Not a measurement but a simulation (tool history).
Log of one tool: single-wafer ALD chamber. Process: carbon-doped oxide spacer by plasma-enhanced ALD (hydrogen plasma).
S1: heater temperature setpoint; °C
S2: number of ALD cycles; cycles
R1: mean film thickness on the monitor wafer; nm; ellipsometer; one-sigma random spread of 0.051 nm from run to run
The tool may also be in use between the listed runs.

run    day   S1   S2      R1
  1      0  400  518  24.543
  2  0.275  400  566  26.939
  3  0.575  402  513  24.258
  4  0.958  403  474  22.505
  5  1.283  395  474  22.885
  6  1.542  395  430  20.804

The next listed run, before its measurement:
  7  1.7  397  412   ?

R1: 19.793 nm
